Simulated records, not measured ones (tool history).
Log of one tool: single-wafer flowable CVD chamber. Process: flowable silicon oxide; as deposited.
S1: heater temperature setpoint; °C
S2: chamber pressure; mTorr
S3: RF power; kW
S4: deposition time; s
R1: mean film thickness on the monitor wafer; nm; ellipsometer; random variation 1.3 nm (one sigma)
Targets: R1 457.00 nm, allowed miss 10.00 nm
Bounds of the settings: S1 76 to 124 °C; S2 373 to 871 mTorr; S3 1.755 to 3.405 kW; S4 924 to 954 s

run  hour   S1   S2     S3   S4      R1
  1   0.0  100  622  2.580  924  395.66
  2   1.2   99  622  2.580  924  408.44
  3   3.6  106  622  2.580  924  324.07
  4   7.4  106  622  2.235  924  313.47
  5  14.8  103  622  2.235  924  345.39
  6  19.3  103  622  1.965  924  332.81
  7  24.7  100  622  1.965  924  368.03
  8  33.0   98  622  1.965  924  391.07

Which of these 4 next moves meets every target?
  A  41.3   98  723  1.800  954   ?
  B  41.3  104  618  2.020  954   ?
  C  41.3  101  544  1.990  925   ?
  D  41.3   99  568  2.100  924   ?

move      R1
   A  454.52
   B  335.25
   C  315.83
   D  357.94
A: meets every target
B: further off than the last run
C: further off than the last run
D: further off than the last run
Answer: A

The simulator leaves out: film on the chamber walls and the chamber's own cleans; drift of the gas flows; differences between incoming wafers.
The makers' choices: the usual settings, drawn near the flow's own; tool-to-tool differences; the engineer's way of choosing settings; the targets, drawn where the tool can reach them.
